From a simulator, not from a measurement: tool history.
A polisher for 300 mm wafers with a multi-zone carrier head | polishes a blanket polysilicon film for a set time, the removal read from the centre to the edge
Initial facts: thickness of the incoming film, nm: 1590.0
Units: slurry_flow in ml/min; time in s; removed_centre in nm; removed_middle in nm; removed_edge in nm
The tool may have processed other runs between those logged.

| run | day | slurry_flow | centre_zone | middle_zone | edge_zone | time | removed_centre | removed_middle | removed_edge |
|---|---|---|---|---|---|---|---|---|---|
| 1 | 0.000 | 120 | 1.00 | 1.00 | 1.00 | 31 | 197.09 | 190.75 | 182.88 |
| 2 | 0.275 | 105 | 0.97 | 0.93 | 1.04 | 31 | 187.51 | 178.51 | 185.40 |
| 3 | 0.371 | 105 | 0.97 | 0.93 | 0.95 | 31 | 186.19 | 174.68 | 175.30 |
| 4 | 0.471 | 105 | 1.04 | 0.93 | 0.95 | 31 | 196.53 | 174.41 | 177.25 |
| 5 | 0.525 | 105 | 0.97 | 0.93 | 0.95 | 31 | 186.60 | 177.94 | 177.13 |
| 6 | 0.829 | 95 | 0.96 | 0.89 | 1.02 | 30 | 174.50 | 162.65 | 175.11 |
| 7 | 1.138 | 85 | 0.95 | 0.86 | 1.06 | 30 | 168.14 | 152.91 | 177.19 |

The next listed run, before its measurement:
| 8 | 1.242 | 80 | 0.94 | 0.85 | 1.07 | 30 | ? | ? | ? |

Logged for run 8: removed_centre 163.12 nm, removed_middle 147.22 nm, removed_edge 172.98 nm.
